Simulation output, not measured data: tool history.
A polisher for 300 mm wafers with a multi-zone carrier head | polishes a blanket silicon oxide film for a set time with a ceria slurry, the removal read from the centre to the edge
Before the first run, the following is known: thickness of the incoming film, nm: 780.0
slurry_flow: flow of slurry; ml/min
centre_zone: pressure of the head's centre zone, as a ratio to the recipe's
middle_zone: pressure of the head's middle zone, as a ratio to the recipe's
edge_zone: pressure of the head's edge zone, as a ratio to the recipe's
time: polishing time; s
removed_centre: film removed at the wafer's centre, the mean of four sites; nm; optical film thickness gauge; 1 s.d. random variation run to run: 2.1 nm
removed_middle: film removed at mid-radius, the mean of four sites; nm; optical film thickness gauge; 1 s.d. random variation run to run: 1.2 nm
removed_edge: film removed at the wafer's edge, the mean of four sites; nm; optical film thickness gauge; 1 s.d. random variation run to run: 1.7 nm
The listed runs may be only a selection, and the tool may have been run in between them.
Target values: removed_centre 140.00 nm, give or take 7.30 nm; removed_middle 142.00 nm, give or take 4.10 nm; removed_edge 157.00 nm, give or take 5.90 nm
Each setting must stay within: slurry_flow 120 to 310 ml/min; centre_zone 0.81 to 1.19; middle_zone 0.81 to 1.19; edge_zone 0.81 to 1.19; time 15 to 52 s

run 1 day=0.000 | slurry_flow=200 centre_zone=1.00 middle_zone=1.00 edge_zone=1.00 time=33 | removed_centre=180.47 removed_middle=175.87 removed_edge=181.57
run 2 day=0.033 | slurry_flow=235 centre_zone=1.00 middle_zone=1.00 edge_zone=1.00 time=33 | removed_centre=185.96 removed_middle=183.14 removed_edge=182.14
run 3 day=0.296 | slurry_flow=230 centre_zone=0.98 middle_zone=0.98 edge_zone=0.99 time=32 | removed_centre=175.86 removed_middle=172.90 removed_edge=179.27
run 4 day=0.533 | slurry_flow=225 centre_zone=0.97 middle_zone=0.97 edge_zone=0.98 time=31 | removed_centre=169.60 removed_middle=165.33 removed_edge=169.31
run 5 day=0.625 | slurry_flow=215 centre_zone=0.95 middle_zone=0.96 edge_zone=0.98 time=31 | removed_centre=164.14 removed_middle=161.08 removed_edge=169.17
run 6 day=0.704 | slurry_flow=215 centre_zone=0.95 middle_zone=1.01 edge_zone=0.98 time=31 | removed_centre=161.66 removed_middle=168.06 removed_edge=165.20
run 7 day=0.875 | slurry_flow=205 centre_zone=0.94 middle_zone=1.00 edge_zone=0.98 time=31 | removed_centre=163.69 removed_middle=168.03 removed_edge=168.97
run 8 day=0.983 | slurry_flow=200 centre_zone=0.92 middle_zone=0.98 edge_zone=0.97 time=31 | removed_centre=162.02 removed_middle=160.86 removed_edge=170.92

Exactly one of the 5 candidate moves below puts every result within its allowed miss. Which one?
run A day=1.092 | slurry_flow=175 centre_zone=0.87 middle_zone=0.88 edge_zone=0.94 time=30 | removed_centre=? removed_middle=? removed_edge=?
run B day=1.092 | slurry_flow=165 centre_zone=0.81 middle_zone=1.08 edge_zone=1.16 time=31 | removed_centre=? removed_middle=? removed_edge=?
run C day=1.092 | slurry_flow=220 centre_zone=0.96 middle_zone=0.84 edge_zone=0.96 time=30 | removed_centre=? removed_middle=? removed_edge=?
run D day=1.092 | slurry_flow=215 centre_zone=0.94 middle_zone=1.12 edge_zone=0.95 time=30 | removed_centre=? removed_middle=? removed_edge=?
run E day=1.092 | slurry_flow=180 centre_zone=0.88 middle_zone=1.04 edge_zone=0.91 time=31 | removed_centre=? removed_middle=? removed_edge=?

move=A removed_centre=138.00 removed_middle=143.30 removed_edge=160.01
move=B removed_centre=131.86 removed_middle=174.70 removed_edge=181.92
move=C removed_centre=156.64 removed_middle=141.30 removed_edge=164.66
move=D removed_centre=153.25 removed_middle=179.52 removed_edge=162.96
move=E removed_centre=144.94 removed_middle=170.87 removed_edge=162.92
A: in spec on every target
B: the biggest miss grows against the last run
C: puts the biggest miss on target and leaves a different result outside tolerance
D: the biggest miss grows against the last run
E: the biggest miss grows against the last run
Correct choice: A, which meets every target
